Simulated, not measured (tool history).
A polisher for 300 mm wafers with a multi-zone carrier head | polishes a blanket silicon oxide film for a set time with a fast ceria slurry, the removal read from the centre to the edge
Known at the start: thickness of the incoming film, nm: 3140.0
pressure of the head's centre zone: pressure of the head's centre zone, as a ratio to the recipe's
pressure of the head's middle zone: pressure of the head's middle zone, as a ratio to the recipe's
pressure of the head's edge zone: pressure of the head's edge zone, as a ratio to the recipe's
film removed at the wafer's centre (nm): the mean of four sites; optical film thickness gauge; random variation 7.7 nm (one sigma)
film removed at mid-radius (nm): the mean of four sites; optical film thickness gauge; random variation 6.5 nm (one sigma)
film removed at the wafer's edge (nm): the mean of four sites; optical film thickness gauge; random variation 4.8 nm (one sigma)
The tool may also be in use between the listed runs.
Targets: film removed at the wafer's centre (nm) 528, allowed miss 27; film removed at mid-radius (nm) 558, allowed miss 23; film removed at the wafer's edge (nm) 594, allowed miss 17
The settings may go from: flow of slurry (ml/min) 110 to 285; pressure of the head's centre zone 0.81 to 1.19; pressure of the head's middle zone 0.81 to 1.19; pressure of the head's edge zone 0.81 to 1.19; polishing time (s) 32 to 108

| run | hour | flow of slurry (ml/min) | pressure of the head's centre zone | pressure of the head's middle zone | pressure of the head's edge zone | polishing time (s) | film removed at the wafer's centre (nm) | film removed at mid-radius (nm) | film removed at the wafer's edge (nm) |
|---|---|---|---|---|---|---|---|---|---|
| 1 | 0 | 180 | 1 | 1 | 1 | 70 | 777.95 | 785.19 | 788.94 |
| 2 | 4.9 | 180 | 1 | 1.07 | 1 | 70 | 790.38 | 819.15 | 800.71 |
| 3 | 5.4 | 180 | 1 | 1.15 | 1 | 70 | 800.71 | 862.59 | 797.92 |
| 4 | 9.7 | 205 | 1 | 1.15 | 1 | 70 | 810.86 | 885.56 | 814.51 |
| 5 | 18.4 | 205 | 1 | 1.15 | 1.05 | 70 | 807.67 | 887.62 | 831.84 |
| 6 | 21.1 | 205 | 0.92 | 1.15 | 1.05 | 70 | 724.22 | 903.78 | 826.52 |
| 7 | 23.7 | 195 | 0.92 | 1.11 | 1.04 | 68 | 721.53 | 846.68 | 789.71 |
| 8 | 29.9 | 150 | 0.82 | 1.01 | 1.08 | 49 | 440.4 | 544.12 | 566.64 |

5 next moves are on the table. One of them brings every result within its allowed miss. Which?
| A | 36.1 | 145 | 0.99 | 0.92 | 1.07 | 52 | ? | ? | ? |
| B | 36.1 | 220 | 0.81 | 1.16 | 0.99 | 43 | ? | ? | ? |
| C | 36.1 | 110 | 0.96 | 1.02 | 1.07 | 55 | ? | ? | ? |
| D | 36.1 | 145 | 0.87 | 0.99 | 1.11 | 49 | ? | ? | ? |
| E | 36.1 | 110 | 0.81 | 1.07 | 1.07 | 50 | ? | ? | ? |

| move | film removed at the wafer's centre (nm) | film removed at mid-radius (nm) | film removed at the wafer's edge (nm) |
|---|---|---|---|
| A | 559.53 | 513.89 | 596.28 |
| B | 409.78 | 555.86 | 503.76 |
| C | 531.73 | 554.1 | 600.75 |
| D | 463.08 | 515.23 | 568.86 |
| E | 407.4 | 525.05 | 545.77 |
A: takes the result that was furthest off past its target
B: further off than the last run
C: meets every target
D: nearer than the last run, and not there yet
E: further off than the last run
Move C is the one to make.

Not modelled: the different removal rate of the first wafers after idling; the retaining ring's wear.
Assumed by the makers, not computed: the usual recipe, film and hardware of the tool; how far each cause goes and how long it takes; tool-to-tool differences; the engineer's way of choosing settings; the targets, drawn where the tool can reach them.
